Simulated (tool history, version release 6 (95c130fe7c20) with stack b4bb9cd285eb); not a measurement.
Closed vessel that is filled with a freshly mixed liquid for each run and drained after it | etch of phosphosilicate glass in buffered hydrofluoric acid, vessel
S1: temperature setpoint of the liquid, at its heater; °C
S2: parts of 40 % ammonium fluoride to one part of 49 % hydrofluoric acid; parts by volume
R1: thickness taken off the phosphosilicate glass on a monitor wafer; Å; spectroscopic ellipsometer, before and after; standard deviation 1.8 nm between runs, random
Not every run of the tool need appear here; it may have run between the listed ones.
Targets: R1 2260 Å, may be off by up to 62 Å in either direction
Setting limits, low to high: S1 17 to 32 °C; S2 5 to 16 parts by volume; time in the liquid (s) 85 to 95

Run 1, hour 0: S1 25 °C, S2 9.5 parts by volume, time in the liquid (s) 85. Result: R1 2923.2 Å.
Run 2, hour 4.1: S1 25 °C, S2 7.5 parts by volume, time in the liquid (s) 85. Result: R1 3669.5 Å.
Run 3, hour 5.2: S1 25 °C, S2 7.5 parts by volume, time in the liquid (s) 95. Result: R1 4141.9 Å.
Run 4, hour 5.7: S1 25 °C, S2 6.5 parts by volume, time in the liquid (s) 95. Result: R1 4683.3 Å.
Run 5, hour 8.6: S1 22.5 °C, S2 6.5 parts by volume, time in the liquid (s) 95. Result: R1 4053.1 Å.
Run 6, hour 10.8: S1 22.5 °C, S2 6.5 parts by volume, time in the liquid (s) 95. Result: R1 4083.3 Å.
Run 7, hour 12.3: S1 22 °C, S2 7 parts by volume, time in the liquid (s) 95. Result: R1 3769.9 Å.
Run 8, hour 19.3: S1 21.5 °C, S2 7.5 parts by volume, time in the liquid (s) 95. Result: R1 3395.8 Å.

Which single option among these 4 for the next run brings every result within its allowed miss of target? Just one does.
Run A, hour 26.3: S1 23 °C, S2 5.5 parts by volume, time in the liquid (s) 85. Result: R1 ?.
Run B, hour 26.3: S1 20 °C, S2 9 parts by volume, time in the liquid (s) 85. Result: R1 ?.
Run C, hour 26.3: S1 27.5 °C, S2 6 parts by volume, time in the liquid (s) 95. Result: R1 ?.
Run D, hour 26.3: S1 23 °C, S2 7 parts by volume, time in the liquid (s) 95. Result: R1 ?.

move      R1
   A  4292.3
   B  2250.7
   C  5681.3
   D    3899
A: moves away from the targets compared with the last run
B: every result within its allowed miss
C: moves away from the targets compared with the last run
D: moves away from the targets compared with the last run
Correct choice: B, which meets every target
